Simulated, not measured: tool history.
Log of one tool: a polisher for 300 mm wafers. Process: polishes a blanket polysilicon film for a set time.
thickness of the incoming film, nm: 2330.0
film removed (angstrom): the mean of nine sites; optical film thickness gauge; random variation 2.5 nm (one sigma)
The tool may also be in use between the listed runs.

run,day,flow of slurry (ml/min),pressure of the wafer on the pad (psi),speed of the pad under the wafer (cm/s),polishing time (s),film removed (angstrom)
1,0,225,1.6,104,46,1998.9
2,0.058,250,1.6,104,46,2010.6
3,0.25,250,1.8,104,46,2267.6
4,0.596,300,1.8,104,46,2329.7
5,0.929,300,1.9,104,46,2412.2
6,1.212,300,1.9,104,46,2426.3

Forecast run 7:
7,1.467,300,2,104,46,?

{"run 7": {"film removed (angstrom)": 2545.5}}

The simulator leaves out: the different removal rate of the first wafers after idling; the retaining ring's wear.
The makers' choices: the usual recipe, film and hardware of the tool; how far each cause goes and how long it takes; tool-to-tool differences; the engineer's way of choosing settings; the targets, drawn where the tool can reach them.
